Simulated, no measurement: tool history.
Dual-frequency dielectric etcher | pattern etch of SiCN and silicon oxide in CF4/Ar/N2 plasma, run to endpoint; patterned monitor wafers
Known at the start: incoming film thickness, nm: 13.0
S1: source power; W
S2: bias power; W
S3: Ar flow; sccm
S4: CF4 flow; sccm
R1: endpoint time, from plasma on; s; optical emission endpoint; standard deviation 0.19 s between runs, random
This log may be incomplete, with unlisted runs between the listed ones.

Run 1, hour 0.0: S1 580 W, S2 53 W, S3 104 sccm, S4 66 sccm. Result: R1 16.750 s.
Run 2, hour 1.4: S1 580 W, S2 49 W, S3 104 sccm, S4 66 sccm. Result: R1 17.091 s.
Run 3, hour 6.2: S1 580 W, S2 42 W, S3 104 sccm, S4 66 sccm. Result: R1 17.697 s.
Run 4, hour 13.1: S1 540 W, S2 41 W, S3 105 sccm, S4 66 sccm. Result: R1 19.612 s.
Run 5, hour 15.2: S1 540 W, S2 41 W, S3 97 sccm, S4 66 sccm. Result: R1 19.519 s.
Run 6, hour 22.3: S1 520 W, S2 41 W, S3 97 sccm, S4 66 sccm. Result: R1 20.466 s.

What will run 7 give?
Run 7, hour 29.3: S1 510 W, S2 41 W, S3 97 sccm, S4 66 sccm. Result: R1 ?.

R1: 20.876 s

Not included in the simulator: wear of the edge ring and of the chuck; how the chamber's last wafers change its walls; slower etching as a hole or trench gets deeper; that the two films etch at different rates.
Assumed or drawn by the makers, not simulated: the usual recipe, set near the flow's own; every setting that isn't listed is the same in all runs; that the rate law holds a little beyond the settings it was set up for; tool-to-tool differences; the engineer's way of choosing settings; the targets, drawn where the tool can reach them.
